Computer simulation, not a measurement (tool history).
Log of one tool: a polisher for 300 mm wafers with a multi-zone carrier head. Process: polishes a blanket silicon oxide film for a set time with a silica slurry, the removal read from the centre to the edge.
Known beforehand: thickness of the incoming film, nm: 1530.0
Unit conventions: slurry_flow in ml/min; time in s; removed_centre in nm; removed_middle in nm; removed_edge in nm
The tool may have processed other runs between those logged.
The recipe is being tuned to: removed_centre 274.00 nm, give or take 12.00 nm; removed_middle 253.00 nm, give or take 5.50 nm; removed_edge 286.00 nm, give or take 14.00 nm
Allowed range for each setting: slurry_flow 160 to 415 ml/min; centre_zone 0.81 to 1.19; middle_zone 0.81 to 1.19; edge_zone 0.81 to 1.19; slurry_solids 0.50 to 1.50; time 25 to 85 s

run,day,slurry_flow,centre_zone,middle_zone,edge_zone,slurry_solids,time,removed_centre,removed_middle,removed_edge
1,0.000,265,1.00,1.00,1.00,1.00,55,218.73,226.04,223.74
2,0.267,265,1.00,1.00,1.00,1.15,55,230.38,244.39,243.42
3,0.554,205,1.00,1.00,1.00,1.15,55,223.14,238.48,239.21
4,0.908,215,1.02,1.00,1.03,1.15,55,228.89,237.67,238.75
5,1.079,215,1.02,1.00,1.12,1.15,55,228.18,236.42,247.13
6,1.421,225,1.03,0.99,1.13,1.20,55,237.91,244.11,260.86
7,1.717,235,1.04,0.99,1.14,1.20,55,237.42,242.60,254.79
8,1.862,235,1.05,0.98,1.15,1.25,55,247.16,244.37,255.76
# day 2.000: slurry nozzle cleaned
9,2.000,225,1.05,0.97,1.16,1.30,55,263.80,253.69,273.86
10,2.221,225,1.05,0.96,1.16,1.30,55,260.80,250.73,270.88
11,2.267,225,1.05,0.95,1.16,1.30,55,262.26,244.05,273.44

4 next moves are on the table. One of them brings every result within its allowed miss. Which?
A,2.312,230,1.06,0.94,1.18,1.35,56,?,?,?
B,2.312,215,1.03,0.84,1.13,1.25,59,?,?,?
C,2.312,245,1.10,0.90,1.14,1.35,55,?,?,?
D,2.312,255,1.12,0.87,1.16,1.45,52,?,?,?

move,removed_centre,removed_middle,removed_edge
A,265.97,254.41,279.12
B,260.64,234.21,277.83
C,273.08,242.55,271.74
D,272.06,230.66,267.56
A: meets every target
B: the biggest miss grows against the last run
C: the biggest miss grows against the last run
D: the biggest miss grows against the last run
Correct choice: A, which meets every target
